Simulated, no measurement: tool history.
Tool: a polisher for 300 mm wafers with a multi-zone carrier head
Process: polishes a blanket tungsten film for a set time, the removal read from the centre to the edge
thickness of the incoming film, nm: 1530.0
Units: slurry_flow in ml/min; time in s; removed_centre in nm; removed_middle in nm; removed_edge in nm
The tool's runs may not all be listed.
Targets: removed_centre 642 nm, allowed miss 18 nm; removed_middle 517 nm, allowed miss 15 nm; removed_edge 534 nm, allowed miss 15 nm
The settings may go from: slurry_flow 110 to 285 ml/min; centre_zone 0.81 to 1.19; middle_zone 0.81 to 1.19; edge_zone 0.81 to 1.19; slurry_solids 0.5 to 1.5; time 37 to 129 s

| run | day | slurry_flow | centre_zone | middle_zone | edge_zone | slurry_solids | time | removed_centre | removed_middle | removed_edge |
|---|---|---|---|---|---|---|---|---|---|---|
| 1 | 0 | 180 | 1 | 1 | 1 | 1 | 83 | 477.84 | 456.46 | 481.55 |
| 2 | 0.362 | 180 | 1 | 1 | 0.95 | 1 | 83 | 473.14 | 468.21 | 468.05 |
| 3 | 0.688 | 180 | 1 | 1 | 0.95 | 0.9 | 83 | 458.45 | 443.19 | 455.57 |
| 4 | 0.921 | 190 | 1.03 | 1.01 | 0.97 | 0.9 | 83 | 479.43 | 452.35 | 465.71 |
| 5 | 1.058 | 190 | 1.03 | 1.01 | 0.97 | 1.1 | 83 | 509.45 | 486.3 | 494.78 |
|  | 1.196 | slurry nozzle cleaned |
| 6 | 1.196 | 190 | 1.03 | 1.04 | 0.97 | 1.1 | 83 | 553.92 | 539.04 | 510.7 |
| 7 | 1.375 | 200 | 1.05 | 1.03 | 0.97 | 1.1 | 83 | 571.49 | 536.33 | 532.16 |
| 8 | 1.612 | 205 | 1.07 | 1.02 | 0.95 | 1.1 | 83 | 578.86 | 536.18 | 519.17 |

5 next moves are on the table. One of them brings every result within its allowed miss. Which?
| A | 1.85 | 170 | 1.17 | 0.97 | 0.95 | 1.15 | 86 | ? | ? | ? |
| B | 1.85 | 225 | 1.06 | 1.01 | 1.01 | 1.2 | 84 | ? | ? | ? |
| C | 1.85 | 230 | 0.97 | 1.05 | 0.96 | 1.1 | 84 | ? | ? | ? |
| D | 1.85 | 245 | 1.07 | 0.97 | 0.96 | 1.1 | 83 | ? | ? | ? |
| E | 1.85 | 215 | 1.02 | 1.12 | 0.97 | 0.95 | 83 | ? | ? | ? |

| move | removed_centre | removed_middle | removed_edge |
|---|---|---|---|
| A | 638.63 | 523.99 | 536.15 |
| B | 595.1 | 555.75 | 560.27 |
| C | 530.9 | 560.31 | 532.51 |
| D | 583.19 | 521.03 | 529.42 |
| E | 521.76 | 553.22 | 500.66 |
A: meets every target
B: nearer than the last run, and not there yet
C: further off than the last run
D: nearer than the last run, and not there yet
E: further off than the last run
Answer: A

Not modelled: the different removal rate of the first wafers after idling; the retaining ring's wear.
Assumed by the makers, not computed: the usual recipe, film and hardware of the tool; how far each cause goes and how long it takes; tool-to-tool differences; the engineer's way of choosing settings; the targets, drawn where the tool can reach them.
